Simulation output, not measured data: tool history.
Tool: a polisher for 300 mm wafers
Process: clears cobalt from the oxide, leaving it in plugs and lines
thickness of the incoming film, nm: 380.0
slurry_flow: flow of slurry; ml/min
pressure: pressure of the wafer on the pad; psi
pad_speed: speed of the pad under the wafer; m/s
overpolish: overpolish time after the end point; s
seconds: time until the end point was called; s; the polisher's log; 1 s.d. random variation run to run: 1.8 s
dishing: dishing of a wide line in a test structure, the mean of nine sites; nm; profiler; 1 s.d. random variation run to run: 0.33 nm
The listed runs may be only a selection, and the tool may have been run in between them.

run  hour  slurry_flow  pressure  pad_speed  overpolish  seconds  dishing
  1   0.0          160       2.2       0.84          25   86.245   46.808
  2   6.7          160       2.2       0.70          25  100.440   44.289
  3  14.3          165       2.1       0.64          22  113.490   40.839
  4  22.1          180       2.0       0.60          20  123.180   36.206
  5  30.7          180       2.0       0.50          20  146.900   34.327
  6  36.5          180       1.5       0.50          20  191.830   28.903
  7  37.6          190       1.4       0.54          18  182.770   27.281
  8  41.6          200       1.3       0.56          16  185.470   25.527
  9  46.5          210       1.3       0.58          15  181.600   24.243
 10  49.1          215       1.3       0.60          14  173.040   23.367
 11  51.5          250       1.0       0.70           8  182.160   14.700

Forecast run 12:
 12  57.7          250       1.2       0.70           8        ?        ?

seconds: 159.940 s
dishing: 16.178 nm
